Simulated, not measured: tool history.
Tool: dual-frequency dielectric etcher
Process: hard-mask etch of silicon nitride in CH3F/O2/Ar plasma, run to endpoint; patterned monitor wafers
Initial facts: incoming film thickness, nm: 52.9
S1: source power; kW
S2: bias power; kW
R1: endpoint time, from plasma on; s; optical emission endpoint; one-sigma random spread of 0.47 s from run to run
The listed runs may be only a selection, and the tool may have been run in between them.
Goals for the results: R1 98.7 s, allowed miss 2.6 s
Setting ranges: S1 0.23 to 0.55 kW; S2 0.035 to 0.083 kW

{"run": 1, "hour": 0.0, "S1": 0.39, "S2": 0.059, "R1": 74.868}
{"run": 2, "hour": 9.0, "S1": 0.39, "S2": 0.055, "R1": 77.12}
{"run": 3, "hour": 11.0, "S1": 0.39, "S2": 0.061, "R1": 74.319}
{"run": 4, "hour": 12.5, "S1": 0.39, "S2": 0.07, "R1": 70.729}
{"run": 5, "hour": 15.6, "S1": 0.44, "S2": 0.07, "R1": 66.622}
{"hour": 19.8, "done": "source power generator calibrated"}
{"run": 6, "hour": 19.8, "S1": 0.38, "S2": 0.063, "R1": 75.38}
{"run": 7, "hour": 26.3, "S1": 0.38, "S2": 0.063, "R1": 75.205}
{"run": 8, "hour": 31.1, "S1": 0.34, "S2": 0.06, "R1": 79.614}
{"run": 9, "hour": 36.0, "S1": 0.31, "S2": 0.056, "R1": 85.448}
{"run": 10, "hour": 39.4, "S1": 0.29, "S2": 0.054, "R1": 89.292}

Which of these 5 next moves meets every target?
{"run": "A", "hour": 42.8, "S1": 0.26, "S2": 0.054, "R1": "?"}
{"run": "B", "hour": 42.8, "S1": 0.25, "S2": 0.049, "R1": "?"}
{"run": "C", "hour": 42.8, "S1": 0.23, "S2": 0.067, "R1": "?"}
{"run": "D", "hour": 42.8, "S1": 0.3, "S2": 0.056, "R1": "?"}
{"run": "E", "hour": 42.8, "S1": 0.24, "S2": 0.059, "R1": "?"}

move=A R1=93.205
move=B R1=98.173
move=C R1=90.708
move=D R1=86.53
move=E R1=93.402
A: moves toward the targets from the last run without getting all of them in spec
B: every result within its allowed miss
C: moves toward the targets from the last run without getting all of them in spec
D: further off than the last run
E: moves toward the targets from the last run without getting all of them in spec
Correct choice: B, which meets every target
